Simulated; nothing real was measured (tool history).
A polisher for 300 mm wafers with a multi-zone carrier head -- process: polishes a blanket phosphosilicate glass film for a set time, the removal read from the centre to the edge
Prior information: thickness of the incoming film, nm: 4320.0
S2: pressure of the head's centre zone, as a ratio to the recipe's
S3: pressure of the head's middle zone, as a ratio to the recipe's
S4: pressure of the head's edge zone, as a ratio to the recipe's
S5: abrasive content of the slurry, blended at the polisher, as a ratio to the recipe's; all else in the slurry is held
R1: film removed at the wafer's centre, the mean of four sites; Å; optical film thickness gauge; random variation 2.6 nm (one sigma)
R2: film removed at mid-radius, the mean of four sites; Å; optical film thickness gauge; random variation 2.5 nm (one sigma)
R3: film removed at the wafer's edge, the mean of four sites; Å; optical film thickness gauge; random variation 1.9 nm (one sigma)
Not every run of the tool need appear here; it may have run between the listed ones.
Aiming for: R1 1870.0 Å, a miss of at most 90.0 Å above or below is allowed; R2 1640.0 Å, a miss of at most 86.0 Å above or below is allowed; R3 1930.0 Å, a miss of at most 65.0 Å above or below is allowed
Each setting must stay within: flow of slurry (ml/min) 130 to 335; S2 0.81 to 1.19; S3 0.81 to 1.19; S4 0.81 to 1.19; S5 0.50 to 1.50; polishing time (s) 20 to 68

{"run": 1, "hour": 0.0, "flow of slurry (ml/min)": 215, "S2": 1.0, "S3": 1.0, "S4": 1.0, "S5": 1.0, "polishing time (s)": 44, "R1": 2959.0, "R2": 2780.2, "R3": 2980.5}
{"run": 2, "hour": 3.3, "flow of slurry (ml/min)": 245, "S2": 1.0, "S3": 1.0, "S4": 1.0, "S5": 1.0, "polishing time (s)": 44, "R1": 3001.0, "R2": 3018.9, "R3": 3026.4}
{"run": 3, "hour": 11.5, "flow of slurry (ml/min)": 225, "S2": 0.98, "S3": 0.97, "S4": 0.98, "S5": 0.85, "polishing time (s)": 42, "R1": 2652.5, "R2": 2438.7, "R3": 2533.4}
{"run": 4, "hour": 16.1, "flow of slurry (ml/min)": 205, "S2": 0.93, "S3": 0.95, "S4": 0.99, "S5": 0.75, "polishing time (s)": 41, "R1": 2237.4, "R2": 2106.3, "R3": 2356.1}
{"run": 5, "hour": 18.6, "flow of slurry (ml/min)": 195, "S2": 0.91, "S3": 0.92, "S4": 0.96, "S5": 0.7, "polishing time (s)": 41, "R1": 2112.5, "R2": 2008.8, "R3": 2205.2}
{"run": 6, "hour": 22.6, "flow of slurry (ml/min)": 195, "S2": 0.91, "S3": 0.96, "S4": 0.96, "S5": 0.7, "polishing time (s)": 41, "R1": 2114.9, "R2": 2052.8, "R3": 2182.9}
{"run": 7, "hour": 27.7, "flow of slurry (ml/min)": 180, "S2": 0.9, "S3": 0.92, "S4": 0.95, "S5": 0.65, "polishing time (s)": 41, "R1": 1894.9, "R2": 1920.8, "R3": 2045.4}
{"run": 8, "hour": 32.8, "flow of slurry (ml/min)": 180, "S2": 0.9, "S3": 0.92, "S4": 0.95, "S5": 0.65, "polishing time (s)": 41, "R1": 1942.8, "R2": 1926.2, "R3": 2085.4}
{"run": 9, "hour": 36.4, "flow of slurry (ml/min)": 180, "S2": 0.92, "S3": 0.89, "S4": 0.96, "S5": 0.6, "polishing time (s)": 41, "R1": 1875.7, "R2": 1756.6, "R3": 1978.0}
{"run": 10, "hour": 40.3, "flow of slurry (ml/min)": 180, "S2": 0.92, "S3": 0.89, "S4": 0.96, "S5": 0.6, "polishing time (s)": 41, "R1": 1849.6, "R2": 1750.7, "R3": 1987.3}
{"run": 11, "hour": 49.3, "flow of slurry (ml/min)": 180, "S2": 0.94, "S3": 0.88, "S4": 0.96, "S5": 0.6, "polishing time (s)": 41, "R1": 1891.7, "R2": 1778.3, "R3": 1979.5}

Which single option among these 5 for the next run brings every result within its allowed miss of target? Just one does.
{"run": "A", "hour": 58.3, "flow of slurry (ml/min)": 190, "S2": 0.96, "S3": 0.85, "S4": 1.01, "S5": 0.75, "polishing time (s)": 34, "R1": "?", "R2": "?", "R3": "?"}
{"run": "B", "hour": 58.3, "flow of slurry (ml/min)": 160, "S2": 0.88, "S3": 0.91, "S4": 0.93, "S5": 0.7, "polishing time (s)": 40, "R1": "?", "R2": "?", "R3": "?"}
{"run": "C", "hour": 58.3, "flow of slurry (ml/min)": 315, "S2": 1.04, "S3": 0.81, "S4": 1.17, "S5": 0.5, "polishing time (s)": 39, "R1": "?", "R2": "?", "R3": "?"}
{"run": "D", "hour": 58.3, "flow of slurry (ml/min)": 155, "S2": 0.92, "S3": 0.83, "S4": 1.13, "S5": 0.6, "polishing time (s)": 41, "R1": "?", "R2": "?", "R3": "?"}
{"run": "E", "hour": 58.3, "flow of slurry (ml/min)": 140, "S2": 0.82, "S3": 0.83, "S4": 1.09, "S5": 0.6, "polishing time (s)": 43, "R1": "?", "R2": "?", "R3": "?"}

move=A R1=1905.3 R2=1586.6 R3=1972.2
move=B R1=1933.1 R2=1836.3 R3=2094.9
move=C R1=1931.0 R2=1435.3 R3=1960.6
move=D R1=1849.9 R2=1572.4 R3=2124.7
move=E R1=1720.6 R2=1611.2 R3=2153.3
A: meets every target
B: misses by more than the last run did
C: takes the result that was furthest off past its target
D: corrects the largest miss of the last run, while another result sits out of spec
E: corrects the largest miss of the last run, while another result sits out of spec
Correct choice: A, which meets every target

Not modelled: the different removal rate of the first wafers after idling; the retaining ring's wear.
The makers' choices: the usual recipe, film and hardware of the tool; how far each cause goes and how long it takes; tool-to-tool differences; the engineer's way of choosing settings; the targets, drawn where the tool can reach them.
